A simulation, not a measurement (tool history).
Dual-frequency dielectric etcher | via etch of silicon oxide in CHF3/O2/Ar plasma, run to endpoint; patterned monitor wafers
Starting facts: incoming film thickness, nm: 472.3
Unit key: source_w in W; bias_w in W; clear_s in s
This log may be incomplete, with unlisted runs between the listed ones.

run,hour,source_w,bias_w,clear_s
1,0.0,710,225,208.36
2,5.2,810,225,201.71
3,12.6,920,225,189.11
4,13.4,920,200,198.42
5,18.9,920,179,206.66
6,25.4,860,172,215.27
7,33.9,820,167,222.50

Run 8, settings as shown, results not yet in. Your forecast:
8,35.1,790,164,?

clear_s: 226.91 s
